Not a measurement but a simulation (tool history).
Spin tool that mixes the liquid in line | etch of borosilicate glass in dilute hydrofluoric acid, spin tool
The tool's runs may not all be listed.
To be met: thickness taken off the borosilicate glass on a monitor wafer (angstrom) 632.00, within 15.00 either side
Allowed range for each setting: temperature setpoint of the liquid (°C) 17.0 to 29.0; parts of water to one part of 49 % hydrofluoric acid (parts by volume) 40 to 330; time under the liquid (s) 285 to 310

run  hour  temperature setpoint of the liquid (°C)  parts of water to one part of 49 % hydrofluoric acid (parts by volume)  time under the liquid (s)  thickness taken off the borosilicate glass on a monitor wafer (angstrom)
  1   0.0                                     21.0                                                                     185                        285                                                                    594.93
  2   5.5                                     20.0                                                                     185                        285                                                                    557.22
  3   7.0                                     18.5                                                                     185                        285                                                                    526.53
  4  10.4                                     17.0                                                                     185                        285                                                                    498.85
  5  14.2                                     19.5                                                                     185                        285                                                                    553.99
     20.8  -- hydrofluoric acid flow meter replaced
  6  20.8                                     19.5                                                                     185                        310                                                                    531.49
  7  27.4                                     19.5                                                                     185                        310                                                                    532.13
  8  29.4                                     21.0                                                                     185                        310                                                                    563.96
  9  37.6                                     22.5                                                                     185                        310                                                                    592.95

Which single option among these 5 for the next run brings every result within its allowed miss of target? Just one does.
  A  45.8                                     24.5                                                                     175                        285                                                                         ?
  B  45.8                                     21.0                                                                     170                        285                                                                         ?
  C  45.8                                     22.0                                                                     180                        305                                                                         ?
  D  45.8                                     22.0                                                                     155                        290                                                                         ?
  E  45.8                                     21.0                                                                     175                        310                                                                         ?

move  thickness taken off the borosilicate glass on a monitor wafer (angstrom)
   A                                                                    634.09
   B                                                                    574.26
   C                                                                    596.97
   D                                                                    676.99
   E                                                                    603.65
A: each result inside its tolerance
B: further off than the last run
C: closes in on the targets versus the last run, not all within tolerance yet
D: takes the result that was furthest off past its target
E: closes in on the targets versus the last run, not all within tolerance yet
Answer: A
